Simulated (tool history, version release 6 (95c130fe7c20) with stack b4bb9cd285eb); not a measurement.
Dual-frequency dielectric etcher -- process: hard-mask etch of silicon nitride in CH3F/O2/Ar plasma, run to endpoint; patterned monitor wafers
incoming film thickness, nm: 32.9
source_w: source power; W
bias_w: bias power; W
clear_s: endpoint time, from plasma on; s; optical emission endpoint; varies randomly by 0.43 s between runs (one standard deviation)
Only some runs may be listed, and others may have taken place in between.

| run | day | source_w | bias_w | clear_s |
|---|---|---|---|---|
| 1 | 0 | 350 | 100 | 43.204 |
| 2 | 0.217 | 290 | 100 | 46.908 |
| 3 | 0.275 | 290 | 118 | 43.218 |
| 4 | 0.633 | 320 | 118 | 40.856 |
| 5 | 0.729 | 270 | 118 | 44.384 |
| 6 | 0.858 | 270 | 111 | 45.602 |

What does the tool deliver on the next run?
| 7 | 1.108 | 260 | 109 | ? |

{"run 7": {"clear_s": 46.444}}
